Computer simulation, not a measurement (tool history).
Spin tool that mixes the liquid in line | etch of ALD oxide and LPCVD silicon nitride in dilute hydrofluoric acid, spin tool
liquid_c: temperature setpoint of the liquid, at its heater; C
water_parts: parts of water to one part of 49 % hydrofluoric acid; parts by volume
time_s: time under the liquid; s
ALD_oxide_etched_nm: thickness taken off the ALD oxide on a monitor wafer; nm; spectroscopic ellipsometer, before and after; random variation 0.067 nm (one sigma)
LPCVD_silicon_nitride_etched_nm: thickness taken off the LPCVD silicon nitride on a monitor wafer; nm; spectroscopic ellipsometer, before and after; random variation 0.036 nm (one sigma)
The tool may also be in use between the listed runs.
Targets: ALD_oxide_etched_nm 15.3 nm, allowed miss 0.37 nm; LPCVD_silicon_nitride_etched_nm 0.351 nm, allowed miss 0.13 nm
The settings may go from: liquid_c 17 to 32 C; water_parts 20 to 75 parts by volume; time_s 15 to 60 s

run  hour  liquid_c  water_parts  time_s  ALD_oxide_etched_nm  LPCVD_silicon_nitride_etched_nm
  1     0        24           45      30               17.167                          0.39318
  2   7.4        23           45      30               16.434                          0.30893
  3   8.5        23           45      40               21.973                          0.51641
  4  10.1        23           40      40               24.732                          0.44986
  5  18.9        23           30      40               33.463                          0.69068
  6  23.3        23           20      40                50.87                           1.0023
  7  24.8      21.5           30      40               31.386                          0.53252
  8  32.5      20.5           35      40               25.832                          0.50719
  9  39.7      19.5           40      40               21.279                          0.34845
 10  47.2        19           45      40               18.652                           0.4004
 11    55        19           45      40               18.575                          0.35335

4 next moves are on the table. One of them brings every result within its allowed miss. Which?
  A  62.8        23           65      45                    ?                                ?
  B  62.8        19           65      45                    ?                                ?
  C  62.8        29           75      60                    ?                                ?
  D  62.8        23           70      45                    ?                                ?

move  ALD_oxide_etched_nm  LPCVD_silicon_nitride_etched_nm
   A               16.619                           0.4009
   B               14.066                          0.30479
   C               24.062                          0.68859
   D               15.335                          0.37278
A: nearer than the last run, and not there yet
B: takes the result that was furthest off past its target
C: further off than the last run
D: meets every target
Answer: D

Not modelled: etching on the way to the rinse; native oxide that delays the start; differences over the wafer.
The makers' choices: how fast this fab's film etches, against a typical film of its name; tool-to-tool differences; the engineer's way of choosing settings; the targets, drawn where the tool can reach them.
